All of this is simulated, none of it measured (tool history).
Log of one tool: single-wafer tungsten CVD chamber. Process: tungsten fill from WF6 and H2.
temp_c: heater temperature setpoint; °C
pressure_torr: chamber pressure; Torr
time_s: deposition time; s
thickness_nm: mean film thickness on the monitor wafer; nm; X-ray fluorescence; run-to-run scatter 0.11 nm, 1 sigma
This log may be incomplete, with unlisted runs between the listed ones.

Run 1, hour 0.0: temp_c 395 °C, pressure_torr 35.4 Torr, time_s 10.6 s. Result: thickness_nm 28.963 nm.
Run 2, hour 5.9: temp_c 392 °C, pressure_torr 35.3 Torr, time_s 10.6 s. Result: thickness_nm 27.207 nm.
Run 3, hour 6.7: temp_c 390 °C, pressure_torr 35.3 Torr, time_s 10.6 s. Result: thickness_nm 26.028 nm.
Run 4, hour 10.1: temp_c 390 °C, pressure_torr 31.0 Torr, time_s 10.6 s. Result: thickness_nm 24.707 nm.
Run 5, hour 11.9: temp_c 389 °C, pressure_torr 31.0 Torr, time_s 10.6 s. Result: thickness_nm 24.322 nm.
Run 6, hour 17.4: temp_c 389 °C, pressure_torr 36.4 Torr, time_s 10.6 s. Result: thickness_nm 25.610 nm.
Run 7, hour 20.7: temp_c 388 °C, pressure_torr 36.4 Torr, time_s 10.6 s. Result: thickness_nm 24.833 nm.
Run 8, hour 25.9: temp_c 387 °C, pressure_torr 36.4 Torr, time_s 10.6 s. Result: thickness_nm 24.600 nm.

What does the tool deliver on the next run?
Run 9, hour 34.3: temp_c 386 °C, pressure_torr 36.4 Torr, time_s 10.6 s. Result: thickness_nm ?.

thickness_nm: 23.889 nm
